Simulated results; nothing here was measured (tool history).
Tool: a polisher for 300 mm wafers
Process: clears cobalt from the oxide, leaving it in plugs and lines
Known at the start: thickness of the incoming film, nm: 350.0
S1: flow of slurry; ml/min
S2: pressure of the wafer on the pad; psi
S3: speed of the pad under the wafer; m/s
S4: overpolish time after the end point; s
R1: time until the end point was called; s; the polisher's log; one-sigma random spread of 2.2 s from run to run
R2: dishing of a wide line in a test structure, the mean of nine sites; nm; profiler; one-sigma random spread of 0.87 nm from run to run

Run 1, hour 0: S1 215 ml/min, S2 1.6 psi, S3 0.88 m/s, S4 25 s. Result: R1 81.402 s, R2 52.245 nm.
Run 2, hour 0.8: S1 215 ml/min, S2 1.4 psi, S3 0.86 m/s, S4 27 s. Result: R1 96.435 s, R2 51.384 nm.
Run 3, hour 7.2: S1 215 ml/min, S2 1.6 psi, S3 0.86 m/s, S4 27 s. Result: R1 82.284 s, R2 56.042 nm.
Run 4, hour 12.7: S1 215 ml/min, S2 1.4 psi, S3 0.86 m/s, S4 28 s. Result: R1 93.521 s, R2 53.569 nm.
Run 5, hour 20.2: S1 215 ml/min, S2 1.3 psi, S3 0.84 m/s, S4 29 s. Result: R1 104.67 s, R2 48.834 nm.
Run 6, hour 27.2: S1 215 ml/min, S2 1.2 psi, S3 0.84 m/s, S4 32 s. Result: R1 110.81 s, R2 51.498 nm.
Run 7, hour 32.3: S1 215 ml/min, S2 1.1 psi, S3 0.84 m/s, S4 33 s. Result: R1 123.15 s, R2 50.849 nm.

Estimate the outcome of run 8 from the log above:
Run 8, hour 34.7: S1 215 ml/min, S2 1 psi, S3 0.84 m/s, S4 33 s. Result: R1 ?, R2 ?.

Logged for run 8: R1 137 s, R2 47.65 nm.
